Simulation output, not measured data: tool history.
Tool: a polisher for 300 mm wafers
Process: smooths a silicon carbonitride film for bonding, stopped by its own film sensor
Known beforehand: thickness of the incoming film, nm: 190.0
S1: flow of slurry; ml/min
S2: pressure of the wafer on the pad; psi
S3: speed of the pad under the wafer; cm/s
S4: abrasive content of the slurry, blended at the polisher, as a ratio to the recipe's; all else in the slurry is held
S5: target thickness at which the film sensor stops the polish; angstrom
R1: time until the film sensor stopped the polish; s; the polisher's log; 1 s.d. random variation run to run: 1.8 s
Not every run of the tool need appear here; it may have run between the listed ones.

Run 1, hour 0: S1 165 ml/min, S2 1.5 psi, S3 76 cm/s, S4 1, S5 1640 angstrom. Result: R1 168.8 s.
Run 2, hour 2.2: S1 165 ml/min, S2 1.6 psi, S3 78 cm/s, S4 1, S5 1640 angstrom. Result: R1 155.34 s.
Run 3, hour 2.9: S1 165 ml/min, S2 1.7 psi, S3 78 cm/s, S4 1, S5 1640 angstrom. Result: R1 142.1 s.
Run 4, hour 4.3: S1 165 ml/min, S2 1.7 psi, S3 78 cm/s, S4 1, S5 1630 angstrom. Result: R1 150.79 s.
Run 5, hour 6: S1 165 ml/min, S2 1.8 psi, S3 78 cm/s, S4 1, S5 1630 angstrom. Result: R1 138.91 s.
Run 6, hour 11.7: S1 165 ml/min, S2 1.8 psi, S3 78 cm/s, S4 1, S5 1630 angstrom. Result: R1 136.9 s.
Run 7, hour 14.9: S1 165 ml/min, S2 1.9 psi, S3 78 cm/s, S4 1, S5 1630 angstrom. Result: R1 135.23 s.

What does the tool deliver on the next run?
Run 8, hour 23.4: S1 165 ml/min, S2 2 psi, S3 78 cm/s, S4 1, S5 1630 angstrom. Result: R1 ?.

{"run 8": {"R1": 127.35}}
